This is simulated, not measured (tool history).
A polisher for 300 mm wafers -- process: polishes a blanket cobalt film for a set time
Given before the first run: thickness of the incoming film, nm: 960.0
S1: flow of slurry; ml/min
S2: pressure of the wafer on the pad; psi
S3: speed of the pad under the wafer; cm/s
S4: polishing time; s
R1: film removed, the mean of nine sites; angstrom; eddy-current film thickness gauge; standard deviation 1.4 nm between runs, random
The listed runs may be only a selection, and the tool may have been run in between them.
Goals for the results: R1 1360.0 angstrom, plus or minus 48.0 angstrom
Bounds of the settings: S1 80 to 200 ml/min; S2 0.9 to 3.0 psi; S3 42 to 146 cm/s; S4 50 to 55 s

| run | day | S1 | S2 | S3 | S4 | R1 |
|---|---|---|---|---|---|---|
| 1 | 0.000 | 130 | 1.9 | 94 | 55 | 2790.8 |
| 2 | 0.067 | 130 | 2.2 | 94 | 55 | 3188.4 |
| 3 | 0.292 | 130 | 2.2 | 94 | 50 | 2901.8 |
| 4 | 0.354 | 125 | 1.8 | 90 | 50 | 2310.0 |
| 5 | 0.446 | 125 | 1.6 | 90 | 50 | 2034.2 |
| 6 | 0.704 | 125 | 1.6 | 76 | 50 | 1793.9 |
| 7 | 0.971 | 120 | 1.5 | 76 | 50 | 1666.6 |
|  | 1.062 | head pressure recalibrated |
| 8 | 1.062 | 115 | 1.4 | 76 | 50 | 1413.0 |

Exercise: of the 4 proposed moves below, exactly one satisfies all targets within the stated allowed misses. Which move is it?
| A | 1.154 | 145 | 1.3 | 76 | 55 | ? |
| B | 1.154 | 130 | 1.4 | 62 | 55 | ? |
| C | 1.154 | 115 | 1.3 | 84 | 53 | ? |
| D | 1.154 | 125 | 1.4 | 74 | 53 | ? |

| move | R1 |
|---|---|
| A | 1548.3 |
| B | 1386.1 |
| C | 1542.5 |
| D | 1522.4 |
A: further off than the last run
B: all results land within tolerance of their targets
C: further off than the last run
D: further off than the last run
So the answer is move B, the one that meets all the targets.
